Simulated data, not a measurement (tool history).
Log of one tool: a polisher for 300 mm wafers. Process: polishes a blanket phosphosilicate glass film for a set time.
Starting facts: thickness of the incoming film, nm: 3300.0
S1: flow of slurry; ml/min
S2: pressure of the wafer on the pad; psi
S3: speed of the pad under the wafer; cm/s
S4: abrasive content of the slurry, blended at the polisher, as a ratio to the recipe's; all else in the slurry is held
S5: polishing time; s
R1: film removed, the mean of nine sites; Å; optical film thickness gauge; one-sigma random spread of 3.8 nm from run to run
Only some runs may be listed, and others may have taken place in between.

Run 1, hour 0.0: S1 235 ml/min, S2 4.1 psi, S3 104 cm/s, S4 1.00, S5 39 s. Result: R1 4881.3 Å.
Run 2, hour 4.9: S1 235 ml/min, S2 4.0 psi, S3 104 cm/s, S4 1.00, S5 39 s. Result: R1 4733.8 Å.
Run 3, hour 7.7: S1 235 ml/min, S2 4.0 psi, S3 104 cm/s, S4 0.85, S5 39 s. Result: R1 4363.7 Å.
Run 4, hour 8.7: S1 235 ml/min, S2 3.9 psi, S3 104 cm/s, S4 0.85, S5 39 s. Result: R1 4168.3 Å.
Run 5, hour 13.0: S1 235 ml/min, S2 3.8 psi, S3 104 cm/s, S4 0.85, S5 39 s. Result: R1 4194.1 Å.
Run 6, hour 14.8: S1 235 ml/min, S2 3.7 psi, S3 104 cm/s, S4 0.85, S5 39 s. Result: R1 3947.9 Å.

Estimate the outcome of run 7 from the log above:
Run 7, hour 19.5: S1 235 ml/min, S2 3.6 psi, S3 104 cm/s, S4 0.85, S5 39 s. Result: R1 ?.

{"run 7": {"R1": 3900.0}}
